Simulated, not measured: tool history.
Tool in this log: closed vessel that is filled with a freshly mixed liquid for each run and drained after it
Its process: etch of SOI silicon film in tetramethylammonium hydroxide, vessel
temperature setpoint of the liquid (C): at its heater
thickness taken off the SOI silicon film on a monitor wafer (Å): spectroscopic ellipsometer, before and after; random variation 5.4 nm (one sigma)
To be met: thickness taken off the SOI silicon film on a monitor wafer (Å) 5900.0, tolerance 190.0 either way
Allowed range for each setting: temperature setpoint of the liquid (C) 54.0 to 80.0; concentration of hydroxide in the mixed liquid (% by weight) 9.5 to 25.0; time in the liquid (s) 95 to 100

run  hour  temperature setpoint of the liquid (C)  concentration of hydroxide in the mixed liquid (% by weight)  time in the liquid (s)  thickness taken off the SOI silicon film on a monitor wafer (Å)
  1   0.0                                    67.0                                                          17.5                      95                                                           3878.4
  2   0.6                                    70.0                                                          17.5                      95                                                           4634.1
  3   9.1                                    70.0                                                          17.5                     100                                                           4835.1
  4  12.5                                    70.0                                                          17.5                      95                                                           4639.1
  5  19.0                                    70.0                                                          20.0                      95                                                           4349.2
  6  25.3                                    72.0                                                          20.0                      95                                                           4878.0
  7  29.2                                    72.5                                                          20.0                      95                                                           5007.2
  8  38.0                                    73.0                                                          20.0                      95                                                           5128.1
  9  44.1                                    73.5                                                          20.0                      95                                                           5302.0
 10  45.9                                    74.0                                                          20.0                      95                                                           5512.2

Exactly one of the 4 candidate moves below puts every result within its allowed miss. Which one?
  A  47.7                                    77.5                                                          21.5                      95                                                                ?
  B  47.7                                    74.0                                                          19.0                      95                                                                ?
  C  47.7                                    75.0                                                          21.0                     100                                                                ?
  D  47.7                                    72.5                                                          19.0                      95                                                                ?

move  thickness taken off the SOI silicon film on a monitor wafer (Å)
   A                                                           6408.9
   B                                                           5574.2
   C                                                           5927.2
   D                                                           5112.8
A: takes the biggest miss from the last run beyond its target
B: nearer than the last run, and not there yet
C: all results in spec
D: lands further from the targets than the last run did
The right move is C.

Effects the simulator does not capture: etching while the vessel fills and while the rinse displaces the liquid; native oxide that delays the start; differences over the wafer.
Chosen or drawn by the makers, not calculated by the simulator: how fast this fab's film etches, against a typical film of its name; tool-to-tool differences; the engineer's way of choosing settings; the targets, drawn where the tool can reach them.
